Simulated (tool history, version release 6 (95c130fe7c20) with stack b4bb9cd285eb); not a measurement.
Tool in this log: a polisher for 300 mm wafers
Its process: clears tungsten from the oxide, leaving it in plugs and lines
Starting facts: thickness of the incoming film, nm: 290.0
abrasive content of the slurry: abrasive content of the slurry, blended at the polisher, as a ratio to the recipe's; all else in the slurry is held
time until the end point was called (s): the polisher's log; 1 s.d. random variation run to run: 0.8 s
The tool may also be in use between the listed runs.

| run | day | flow of slurry (ml/min) | pressure of the wafer on the pad (psi) | speed of the pad under the wafer (m/s) | abrasive content of the slurry | overpolish time after the end point (s) | time until the end point was called (s) |
|---|---|---|---|---|---|---|---|
| 1 | 0 | 170 | 3.3 | 1.34 | 1 | 6 | 52.004 |
| 2 | 0.188 | 170 | 3.1 | 1.34 | 1 | 6 | 53.562 |
| 3 | 0.562 | 170 | 3.1 | 1.34 | 1 | 6 | 54.382 |
| 4 | 0.733 | 170 | 3.5 | 1.34 | 1 | 6 | 49.756 |
| 5 | 0.862 | 170 | 3.2 | 1.34 | 1 | 6 | 52.555 |
| 6 | 1.229 | 170 | 3 | 1.34 | 1 | 6 | 55.808 |
| 7 | 1.283 | 170 | 2.8 | 1.34 | 1 | 6 | 60.485 |
| 8 | 1.375 | 170 | 2.7 | 1.34 | 1 | 6 | 60.574 |
| 9 | 1.675 | 170 | 2.6 | 1.34 | 1 | 6 | 63.713 |

Forecast run 10:
| 10 | 2.038 | 165 | 2.5 | 1.34 | 1 | 6 | ? |

Run 10 measured time until the end point was called (s) 65.333.

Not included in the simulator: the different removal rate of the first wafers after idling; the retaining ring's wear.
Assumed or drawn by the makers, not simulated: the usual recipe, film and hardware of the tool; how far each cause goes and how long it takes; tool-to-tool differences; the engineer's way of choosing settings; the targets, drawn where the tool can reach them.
